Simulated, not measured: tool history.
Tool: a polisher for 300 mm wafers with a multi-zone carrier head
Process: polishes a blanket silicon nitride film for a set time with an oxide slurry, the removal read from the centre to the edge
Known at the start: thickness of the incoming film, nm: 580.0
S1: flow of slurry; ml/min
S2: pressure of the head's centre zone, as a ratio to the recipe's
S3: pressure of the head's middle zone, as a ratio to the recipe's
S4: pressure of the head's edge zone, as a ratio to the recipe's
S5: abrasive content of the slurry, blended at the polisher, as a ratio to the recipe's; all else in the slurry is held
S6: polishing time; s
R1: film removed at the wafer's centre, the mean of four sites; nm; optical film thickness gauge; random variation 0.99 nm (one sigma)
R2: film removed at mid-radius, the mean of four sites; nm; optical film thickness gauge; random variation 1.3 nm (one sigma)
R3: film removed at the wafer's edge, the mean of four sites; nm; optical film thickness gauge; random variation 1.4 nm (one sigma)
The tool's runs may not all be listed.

{"run": 1, "hour": 0.0, "S1": 280, "S2": 1, "S3": 1, "S4": 1, "S5": 1, "S6": 90, "R1": 102.7, "R2": 103.23, "R3": 99.246}
{"run": 2, "hour": 4.9, "S1": 280, "S2": 1.05, "S3": 1, "S4": 1, "S5": 1, "S6": 90, "R1": 106.1, "R2": 103.18, "R3": 96.986}
{"run": 3, "hour": 9.4, "S1": 280, "S2": 1.05, "S3": 1, "S4": 1.04, "S5": 1, "S6": 90, "R1": 105.87, "R2": 103.85, "R3": 99.5}
{"run": 4, "hour": 10.7, "S1": 295, "S2": 1.05, "S3": 1.02, "S4": 1.08, "S5": 1.15, "S6": 92, "R1": 112.77, "R2": 112.28, "R3": 109.13}
{"run": 5, "hour": 18.4, "S1": 300, "S2": 1.06, "S3": 1.05, "S4": 1.1, "S5": 1.25, "S6": 96, "R1": 123.18, "R2": 121.06, "R3": 118.38}
{"run": 6, "hour": 19.4, "S1": 310, "S2": 1.05, "S3": 1.09, "S4": 1.12, "S5": 1.35, "S6": 99, "R1": 128.72, "R2": 131.15, "R3": 125.16}
{"run": 7, "hour": 27.4, "S1": 315, "S2": 1.05, "S3": 1.11, "S4": 1.13, "S5": 1.4, "S6": 102, "R1": 134.11, "R2": 140.92, "R3": 129.93}
{"run": 8, "hour": 28.7, "S1": 320, "S2": 1.05, "S3": 1.11, "S4": 1.15, "S5": 1.45, "S6": 104, "R1": 139.86, "R2": 142.66, "R3": 135.46}
{"run": 9, "hour": 34.3, "S1": 320, "S2": 1.04, "S3": 1.12, "S4": 1.16, "S5": 1.45, "S6": 106, "R1": 138.89, "R2": 148.21, "R3": 140.42}

Run 10 comes next. What will it give?
{"run": 10, "hour": 41.4, "S1": 325, "S2": 1.04, "S3": 1.12, "S4": 1.17, "S5": 1.45, "S6": 106, "R1": "?", "R2": "?", "R3": "?"}

{"run 10": {"R1": 140.29, "R2": 145.72, "R3": 140.01}}
